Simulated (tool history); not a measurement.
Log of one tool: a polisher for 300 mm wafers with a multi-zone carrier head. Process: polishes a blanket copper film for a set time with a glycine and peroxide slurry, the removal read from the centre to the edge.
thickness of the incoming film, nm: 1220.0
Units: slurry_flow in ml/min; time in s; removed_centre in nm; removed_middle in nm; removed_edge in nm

run,day,slurry_flow,centre_zone,middle_zone,edge_zone,time,removed_centre,removed_middle,removed_edge
1,0,145,1,1,1,51,304.36,303.62,295
2,0.304,145,1,1,1,61,368.7,359.8,357.59
3,0.333,145,1,1,1.05,61,365.68,360.52,360.02
4,0.542,145,1,1,0.98,61,362.52,361.98,356.12
5,0.871,145,0.92,1,0.98,61,338.88,357.55,357.38
6,0.908,145,0.92,1,0.93,61,343.37,364.15,349.46
7,1.129,185,1.02,1.1,1.03,67,430.56,446.79,408.55
8,1.208,185,1.02,1.1,1.03,67,428.43,453.66,413.86
9,1.329,190,1.04,1.1,1.03,67,442.91,444,410.76

Forecast run 10:
10,1.475,195,1.05,1.11,1.03,67,?,?,?

removed_centre: 446.98 nm
removed_middle: 452.88 nm
removed_edge: 417.28 nm
